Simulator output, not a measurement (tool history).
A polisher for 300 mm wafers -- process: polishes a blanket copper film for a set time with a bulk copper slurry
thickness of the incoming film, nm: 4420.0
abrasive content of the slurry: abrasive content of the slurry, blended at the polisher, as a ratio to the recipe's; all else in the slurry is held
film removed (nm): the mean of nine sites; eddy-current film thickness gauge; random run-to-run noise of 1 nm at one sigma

run,hour,flow of slurry (ml/min),pressure of the wafer on the pad (kPa),speed of the pad under the wafer (m/s),abrasive content of the slurry,polishing time (s),film removed (nm)
1,0,295,15.9,1.02,1,45,296.09
2,3.1,295,15.9,0.82,1,45,239.28
3,7.1,290,13.8,0.82,1,45,212.96
4,10.3,290,11.7,0.82,1,45,181.3
5,14.6,290,11.7,0.82,1,41,164.3
6,23.6,290,15.2,0.82,1,41,207.34
7,32.2,280,13.8,0.82,1,41,189.99
8,39.2,270,9.7,0.82,1,41,139.66
9,47.8,285,9.7,0.82,1,41,139.51
# hour 53.8: slurry nozzle cleaned
10,53.8,290,9.7,0.82,1,41,144.18

The next listed run, before its measurement:
11,62.2,295,9.7,0.82,1,41,?

{"run 11": {"film removed (nm)": 143.29}}

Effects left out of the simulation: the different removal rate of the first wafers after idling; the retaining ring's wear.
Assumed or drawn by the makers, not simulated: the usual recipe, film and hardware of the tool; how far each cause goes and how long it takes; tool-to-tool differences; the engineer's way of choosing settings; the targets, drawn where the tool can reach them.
